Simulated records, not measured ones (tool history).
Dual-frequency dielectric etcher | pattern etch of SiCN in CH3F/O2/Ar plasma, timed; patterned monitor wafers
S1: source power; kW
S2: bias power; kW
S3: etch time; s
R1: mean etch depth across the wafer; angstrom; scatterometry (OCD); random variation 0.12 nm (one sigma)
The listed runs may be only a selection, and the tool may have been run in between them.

run 1 hour=0 | S1=0.42 S2=0.085 S3=84.5 | R1=328.49
run 2 hour=4.6 | S1=0.38 S2=0.085 S3=84.5 | R1=320.06
run 3 hour=5.1 | S1=0.37 S2=0.084 S3=84.5 | R1=313.6
run 4 hour=8.8 | S1=0.37 S2=0.084 S3=84.5 | R1=314.61
run 5 hour=14 | S1=0.42 S2=0.084 S3=84.5 | R1=328.87
run 6 hour=16.5 | S1=0.35 S2=0.084 S3=84.5 | R1=308.32

What will run 7 give?
run 7 hour=19.9 | S1=0.34 S2=0.084 S3=84.5 | R1=?

{"run 7": {"R1": 306.45}}
